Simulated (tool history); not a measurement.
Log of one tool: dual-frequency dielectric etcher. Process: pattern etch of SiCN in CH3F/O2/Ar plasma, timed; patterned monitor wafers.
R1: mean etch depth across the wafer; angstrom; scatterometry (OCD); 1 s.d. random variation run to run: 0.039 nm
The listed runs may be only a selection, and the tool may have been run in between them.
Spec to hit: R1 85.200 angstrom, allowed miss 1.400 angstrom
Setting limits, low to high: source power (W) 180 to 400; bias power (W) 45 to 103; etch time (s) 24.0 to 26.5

run 1 hour=0.0 | source_power_(W)=290 bias_power_(W)=74 etch_time_(s)=26.5 | R1=94.104
run 2 hour=5.6 | source_power_(W)=270 bias_power_(W)=73 etch_time_(s)=26.5 | R1=89.900
run 3 hour=12.6 | source_power_(W)=290 bias_power_(W)=73 etch_time_(s)=26.5 | R1=92.512
run 4 hour=18.8 | source_power_(W)=270 bias_power_(W)=72 etch_time_(s)=26.5 | R1=89.199
run 5 hour=20.8 | source_power_(W)=220 bias_power_(W)=72 etch_time_(s)=26.5 | R1=79.607
run 6 hour=25.2 | source_power_(W)=180 bias_power_(W)=72 etch_time_(s)=26.5 | R1=69.913
run 7 hour=32.7 | source_power_(W)=200 bias_power_(W)=72 etch_time_(s)=26.5 | R1=75.286
run 8 hour=41.3 | source_power_(W)=210 bias_power_(W)=72 etch_time_(s)=26.5 | R1=77.159
run 9 hour=47.7 | source_power_(W)=220 bias_power_(W)=72 etch_time_(s)=26.5 | R1=79.621
run 10 hour=52.3 | source_power_(W)=230 bias_power_(W)=72 etch_time_(s)=26.5 | R1=81.293
run 11 hour=60.6 | source_power_(W)=240 bias_power_(W)=72 etch_time_(s)=26.5 | R1=83.623

Below are 4 possible settings for the next run. Only one of them brings all results inside the allowed miss of their targets. Which is it?
run A hour=68.9 | source_power_(W)=210 bias_power_(W)=88 etch_time_(s)=25.5 | R1=?
run B hour=68.9 | source_power_(W)=200 bias_power_(W)=87 etch_time_(s)=26.0 | R1=?
run C hour=68.9 | source_power_(W)=250 bias_power_(W)=72 etch_time_(s)=24.5 | R1=?
run D hour=68.9 | source_power_(W)=310 bias_power_(W)=63 etch_time_(s)=25.0 | R1=?

move=A R1=80.974
move=B R1=79.863
move=C R1=78.894
move=D R1=85.345
A: further off than the last run
B: further off than the last run
C: further off than the last run
D: every result lands within tolerance
Correct choice: D, which meets every target

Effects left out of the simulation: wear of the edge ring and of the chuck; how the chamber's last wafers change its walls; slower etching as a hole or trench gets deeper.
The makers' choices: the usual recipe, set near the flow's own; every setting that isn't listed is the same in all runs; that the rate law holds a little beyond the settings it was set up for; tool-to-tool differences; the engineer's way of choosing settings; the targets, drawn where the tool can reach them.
